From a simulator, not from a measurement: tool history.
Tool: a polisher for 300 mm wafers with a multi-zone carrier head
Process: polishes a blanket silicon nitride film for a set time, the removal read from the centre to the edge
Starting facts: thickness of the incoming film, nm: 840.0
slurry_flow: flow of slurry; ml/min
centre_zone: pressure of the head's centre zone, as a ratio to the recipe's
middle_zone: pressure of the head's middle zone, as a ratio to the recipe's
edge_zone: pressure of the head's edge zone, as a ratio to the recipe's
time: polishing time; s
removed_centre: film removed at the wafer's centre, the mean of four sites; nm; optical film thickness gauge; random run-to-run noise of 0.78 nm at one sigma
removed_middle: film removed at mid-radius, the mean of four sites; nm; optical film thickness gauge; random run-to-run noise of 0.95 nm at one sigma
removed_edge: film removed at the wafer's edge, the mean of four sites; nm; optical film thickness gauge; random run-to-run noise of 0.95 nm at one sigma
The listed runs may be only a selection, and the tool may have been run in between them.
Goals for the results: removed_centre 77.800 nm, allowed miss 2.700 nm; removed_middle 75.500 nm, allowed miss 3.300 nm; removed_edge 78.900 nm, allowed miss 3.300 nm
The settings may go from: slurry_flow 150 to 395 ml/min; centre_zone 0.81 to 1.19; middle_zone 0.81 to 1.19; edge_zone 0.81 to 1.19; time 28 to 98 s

run,hour,slurry_flow,centre_zone,middle_zone,edge_zone,time,removed_centre,removed_middle,removed_edge
1,0.0,250,1.00,1.00,1.00,63,143.360,142.420,146.490
2,4.6,245,0.99,0.98,0.97,55,121.970,120.890,123.380
3,11.6,245,0.91,0.98,0.97,55,110.280,121.750,121.060
4,15.3,245,0.91,0.98,1.01,55,111.560,121.000,126.660
5,16.2,240,0.91,0.94,0.97,50,100.650,105.470,112.940
6,23.5,240,0.92,0.93,0.94,46,94.562,97.288,102.160
7,28.9,240,0.92,0.91,0.91,44,88.817,91.369,97.447
8,35.4,240,0.93,0.91,0.89,42,87.207,89.451,91.581
9,39.5,240,0.93,0.89,0.87,41,84.663,82.417,87.998
10,46.5,240,0.93,0.89,0.86,40,81.607,82.230,86.122
11,54.5,240,0.93,0.89,0.86,40,83.543,80.488,87.103

Below are 4 possible settings for the next run. Only one of them brings all results inside the allowed miss of their targets. Which is it?
A,62.5,315,0.94,0.98,0.91,36,?,?,?
B,62.5,245,0.95,0.90,0.87,37,?,?,?
C,62.5,240,1.03,0.85,0.83,39,?,?,?
D,62.5,220,0.99,1.08,0.81,37,?,?,?

move,removed_centre,removed_middle,removed_edge
A,76.030,81.190,79.923
B,77.382,76.337,79.627
C,88.308,76.609,82.303
D,80.048,88.284,76.717
A: the furthest-off result lands on target, but another misses its tolerance
B: meets every target
C: the biggest miss grows against the last run
D: the furthest-off result lands on target, but another misses its tolerance
The move that meets every target is B.
